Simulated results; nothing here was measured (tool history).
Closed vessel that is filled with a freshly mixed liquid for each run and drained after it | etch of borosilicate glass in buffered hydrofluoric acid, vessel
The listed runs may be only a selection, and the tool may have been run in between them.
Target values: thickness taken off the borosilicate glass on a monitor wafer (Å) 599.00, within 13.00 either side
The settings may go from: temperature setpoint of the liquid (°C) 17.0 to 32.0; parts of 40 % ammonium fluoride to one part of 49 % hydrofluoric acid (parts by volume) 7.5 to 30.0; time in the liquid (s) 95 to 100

run,hour,temperature setpoint of the liquid (°C),parts of 40 % ammonium fluoride to one part of 49 % hydrofluoric acid (parts by volume),time in the liquid (s),thickness taken off the borosilicate glass on a monitor wafer (Å)
1,0.0,24.0,21.0,95,768.06
2,5.2,24.0,17.5,95,908.95
3,11.3,24.0,17.5,100,953.67
4,15.0,22.5,18.0,100,859.31
5,17.2,21.5,18.0,100,805.05
6,21.7,21.5,18.0,100,815.97
7,25.3,20.5,18.5,100,750.61
8,30.8,20.0,18.5,100,725.05
9,34.5,19.5,18.5,100,704.56
10,42.5,17.0,19.5,100,579.62

Which single option among these 4 for the next run brings every result within its allowed miss of target? Just one does.
A,50.5,17.5,20.5,100,?
B,50.5,17.5,21.5,100,?
C,50.5,17.0,20.5,100,?
D,50.5,17.5,19.5,100,?

move,thickness taken off the borosilicate glass on a monitor wafer (Å)
A,578.18
B,559.35
C,562.44
D,603.19
A: the biggest miss grows against the last run
B: the biggest miss grows against the last run
C: the biggest miss grows against the last run
D: hits every target within its allowed miss
D meets every target.
